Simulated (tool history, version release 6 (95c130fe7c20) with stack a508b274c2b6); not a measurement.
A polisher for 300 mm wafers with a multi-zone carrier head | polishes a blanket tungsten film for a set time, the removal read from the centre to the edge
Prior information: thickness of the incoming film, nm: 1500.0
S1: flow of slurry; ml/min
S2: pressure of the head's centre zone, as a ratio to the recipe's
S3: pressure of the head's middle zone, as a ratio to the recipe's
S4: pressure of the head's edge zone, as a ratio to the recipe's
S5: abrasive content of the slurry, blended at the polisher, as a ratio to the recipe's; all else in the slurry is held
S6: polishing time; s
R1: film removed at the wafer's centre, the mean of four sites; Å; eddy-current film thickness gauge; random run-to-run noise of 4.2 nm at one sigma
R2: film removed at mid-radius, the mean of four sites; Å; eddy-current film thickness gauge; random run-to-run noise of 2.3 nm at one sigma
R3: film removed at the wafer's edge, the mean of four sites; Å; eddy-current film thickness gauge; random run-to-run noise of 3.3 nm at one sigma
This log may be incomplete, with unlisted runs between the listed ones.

| run | day | S1 | S2 | S3 | S4 | S5 | S6 | R1 | R2 | R3 |
|---|---|---|---|---|---|---|---|---|---|---|
| 1 | 0.000 | 185 | 1.00 | 1.00 | 1.00 | 1.00 | 72 | 5784.8 | 5670.9 | 5846.8 |
| 2 | 0.304 | 180 | 0.98 | 1.00 | 0.98 | 0.95 | 70 | 5367.0 | 5486.9 | 5541.9 |
| 3 | 0.546 | 180 | 0.98 | 1.00 | 0.98 | 0.95 | 85 | 6585.0 | 6702.9 | 6578.5 |
| 4 | 0.775 | 175 | 0.97 | 0.99 | 0.96 | 0.90 | 82 | 6169.3 | 6298.9 | 6402.3 |
| 5 | 0.817 | 175 | 0.97 | 0.99 | 0.96 | 0.80 | 82 | 5881.9 | 6169.5 | 6080.5 |
| 6 | 1.129 | 175 | 1.04 | 0.99 | 0.96 | 0.80 | 82 | 6351.3 | 6194.8 | 6222.0 |

Expected results for the next run?
| 7 | 1.504 | 175 | 1.03 | 0.99 | 0.95 | 0.75 | 78 | ? | ? | ? |

R1: 5849.1 Å
R2: 5821.7 Å
R3: 5926.9 Å
